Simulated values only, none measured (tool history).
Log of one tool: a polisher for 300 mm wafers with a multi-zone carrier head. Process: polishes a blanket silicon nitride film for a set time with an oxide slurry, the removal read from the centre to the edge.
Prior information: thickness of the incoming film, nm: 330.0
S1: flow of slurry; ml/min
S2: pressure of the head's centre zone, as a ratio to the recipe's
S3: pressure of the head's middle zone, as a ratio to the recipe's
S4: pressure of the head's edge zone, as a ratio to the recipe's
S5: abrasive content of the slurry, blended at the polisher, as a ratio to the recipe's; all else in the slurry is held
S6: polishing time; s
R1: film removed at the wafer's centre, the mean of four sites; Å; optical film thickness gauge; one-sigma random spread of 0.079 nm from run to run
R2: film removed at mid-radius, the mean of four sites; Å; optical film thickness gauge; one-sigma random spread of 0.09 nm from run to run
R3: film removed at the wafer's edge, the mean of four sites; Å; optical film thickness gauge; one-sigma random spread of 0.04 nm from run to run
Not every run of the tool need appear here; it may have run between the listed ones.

run  hour   S1    S2    S3    S4    S5  S6      R1      R2      R3
  1     0  160     1     1     1     1  32  131.91  131.75   132.3
  2   8.5  155  1.01  0.98  0.97  0.85  28  106.15  104.59  105.14
  3  16.5  155  1.05  0.98  0.97  0.85  28  108.88  104.38  103.61
  4  19.6  155  1.05  0.98  0.97  0.85  32  126.04  119.09  118.46
  5  22.1  150  1.05  0.96  0.94  0.75  29  104.78  97.204  98.917
  6  24.9  150  1.05  1.01  0.94  0.75  29  106.85  103.93  99.175
  7  30.5  145  1.05  0.99  0.91   0.7  27  94.661  90.341  87.206
  8  35.2  140  1.04  0.97  0.89  0.65  26  85.881  79.487  79.395
  9    40  135  1.03  0.97  0.87   0.6  26  80.261  77.986  74.362
 10  45.3  130  1.03  0.95  0.85  0.55  26  76.684  70.497  68.755
 11  48.4  125  1.02  0.94  0.84  0.55  26  73.818  70.592  67.689
 12  55.7  120  1.02  0.92  0.84  0.55  26  72.023  68.908  67.811

For run 13, what comes out?
 13  57.2  120  1.03  0.91  0.83  0.55  26   ?   ?   ?

R1: 73.923 Å
R2: 67.41 Å
R3: 67.375 Å
